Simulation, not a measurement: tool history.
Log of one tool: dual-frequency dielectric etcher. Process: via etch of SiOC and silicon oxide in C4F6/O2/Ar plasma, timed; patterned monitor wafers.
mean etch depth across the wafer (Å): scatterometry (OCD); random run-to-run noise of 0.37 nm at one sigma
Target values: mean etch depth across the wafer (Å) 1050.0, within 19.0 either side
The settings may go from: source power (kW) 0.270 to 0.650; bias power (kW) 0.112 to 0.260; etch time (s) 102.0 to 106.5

run  hour  source power (kW)  bias power (kW)  etch time (s)  mean etch depth across the wafer (Å)
  1   0.0              0.460            0.186          102.0                                1162.2
  2   3.0              0.440            0.184          102.0                                1141.1
  3   5.2              0.380            0.184          102.0                                1110.8
  4  13.9              0.380            0.198          102.0                                1129.0
  5  16.5              0.380            0.226          102.0                                1160.7
  6  19.2              0.350            0.219          102.0                                1128.9
  7  20.6              0.330            0.215          102.0                                1101.2
  8  25.3              0.320            0.214          102.0                                1100.8
  9  31.7              0.310            0.211          102.0                                1079.2
 10  39.8              0.310            0.211          102.0                                1074.9
 11  40.9              0.300            0.211          102.0                                1073.0

Pick the move, out of 5, that brings all results within their allowed miss; only one does.
  A  42.0              0.290            0.222          103.0                                     ?
  B  42.0              0.310            0.200          106.5                                     ?
  C  42.0              0.300            0.223          102.0                                     ?
  D  42.0              0.270            0.209          103.0                                     ?
  E  42.0              0.280            0.212          106.0                                     ?

move  mean etch depth across the wafer (Å)
   A                                1096.1
   B                                1119.6
   C                                1095.9
   D                                1059.5
   E                                1104.2
A: misses by more than the last run did
B: misses by more than the last run did
C: misses by more than the last run did
D: each result inside its tolerance
E: misses by more than the last run did
Answer: D
